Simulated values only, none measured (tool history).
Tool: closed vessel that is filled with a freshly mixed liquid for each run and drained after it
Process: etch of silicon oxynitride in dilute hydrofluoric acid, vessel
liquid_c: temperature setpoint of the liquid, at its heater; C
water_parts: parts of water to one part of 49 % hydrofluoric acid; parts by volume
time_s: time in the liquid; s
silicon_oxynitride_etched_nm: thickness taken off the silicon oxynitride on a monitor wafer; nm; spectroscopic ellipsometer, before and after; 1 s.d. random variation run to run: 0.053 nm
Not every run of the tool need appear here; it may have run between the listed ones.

Run 1, hour 0: liquid_c 26 C, water_parts 225 parts by volume, time_s 635 s. Result: silicon_oxynitride_etched_nm 14.337 nm.
Run 2, hour 5.8: liquid_c 26 C, water_parts 270 parts by volume, time_s 635 s. Result: silicon_oxynitride_etched_nm 11.59 nm.
Run 3, hour 10.9: liquid_c 24 C, water_parts 270 parts by volume, time_s 635 s. Result: silicon_oxynitride_etched_nm 10.547 nm.
Run 4, hour 15.6: liquid_c 24 C, water_parts 240 parts by volume, time_s 635 s. Result: silicon_oxynitride_etched_nm 12.249 nm.
Run 5, hour 20.7: liquid_c 24 C, water_parts 160 parts by volume, time_s 635 s. Result: silicon_oxynitride_etched_nm 19.509 nm.
Run 6, hour 24.7: liquid_c 23.5 C, water_parts 160 parts by volume, time_s 635 s. Result: silicon_oxynitride_etched_nm 19.021 nm.
Run 7, hour 30.1: liquid_c 23 C, water_parts 160 parts by volume, time_s 635 s. Result: silicon_oxynitride_etched_nm 18.522 nm.

Run 8 is up next; what results do you expect?
Run 8, hour 35.4: liquid_c 22.5 C, water_parts 160 parts by volume, time_s 635 s. Result: silicon_oxynitride_etched_nm ?.

Run 8 measured silicon_oxynitride_etched_nm 18.238 nm.

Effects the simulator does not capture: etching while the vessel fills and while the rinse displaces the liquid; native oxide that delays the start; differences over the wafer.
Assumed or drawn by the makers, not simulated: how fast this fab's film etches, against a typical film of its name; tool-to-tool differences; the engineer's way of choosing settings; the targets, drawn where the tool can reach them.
